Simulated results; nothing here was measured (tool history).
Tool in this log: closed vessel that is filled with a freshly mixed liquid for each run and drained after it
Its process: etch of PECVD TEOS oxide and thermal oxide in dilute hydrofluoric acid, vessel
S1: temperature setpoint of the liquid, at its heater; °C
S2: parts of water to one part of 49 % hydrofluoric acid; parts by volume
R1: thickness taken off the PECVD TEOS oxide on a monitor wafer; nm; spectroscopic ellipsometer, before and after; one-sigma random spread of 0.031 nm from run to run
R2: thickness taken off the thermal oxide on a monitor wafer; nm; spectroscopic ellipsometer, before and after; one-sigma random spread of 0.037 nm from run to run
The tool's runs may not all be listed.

{"run": 1, "day": 0.0, "S1": 24.0, "S2": 85, "time in the liquid (s)": 60, "R1": 11.113, "R2": 3.6592}
{"run": 2, "day": 0.321, "S1": 23.5, "S2": 85, "time in the liquid (s)": 60, "R1": 10.879, "R2": 3.5235}
{"run": 3, "day": 0.583, "S1": 23.5, "S2": 85, "time in the liquid (s)": 45, "R1": 8.1646, "R2": 2.5789}
{"run": 4, "day": 0.621, "S1": 23.5, "S2": 100, "time in the liquid (s)": 45, "R1": 6.8492, "R2": 2.1661}
{"run": 5, "day": 0.971, "S1": 25.0, "S2": 100, "time in the liquid (s)": 45, "R1": 7.2178, "R2": 2.3385}
{"run": 6, "day": 1.271, "S1": 25.5, "S2": 100, "time in the liquid (s)": 45, "R1": 7.3799, "R2": 2.3583}
{"run": 7, "day": 1.583, "S1": 26.0, "S2": 100, "time in the liquid (s)": 45, "R1": 7.475, "R2": 2.4129}
{"run": 8, "day": 1.771, "S1": 26.5, "S2": 100, "time in the liquid (s)": 45, "R1": 7.6474, "R2": 2.4749}
{"run": 9, "day": 1.825, "S1": 27.0, "S2": 100, "time in the liquid (s)": 45, "R1": 7.8342, "R2": 2.5072}
{"run": 10, "day": 1.992, "S1": 27.5, "S2": 100, "time in the liquid (s)": 45, "R1": 7.9563, "R2": 2.5516}
{"run": 11, "day": 2.033, "S1": 28.0, "S2": 100, "time in the liquid (s)": 45, "R1": 8.1338, "R2": 2.6217}
{"run": 12, "day": 2.246, "S1": 28.5, "S2": 100, "time in the liquid (s)": 45, "R1": 8.2964, "R2": 2.6794}
{"run": 13, "day": 2.417, "S1": 29.0, "S2": 100, "time in the liquid (s)": 45, "R1": 8.4374, "R2": 2.7157}

Predict the results of run 14:
{"run": 14, "day": 2.583, "S1": 29.5, "S2": 100, "time in the liquid (s)": 45, "R1": "?", "R2": "?"}

Run 14 produced R1 8.5734 nm, R2 2.7376 nm.
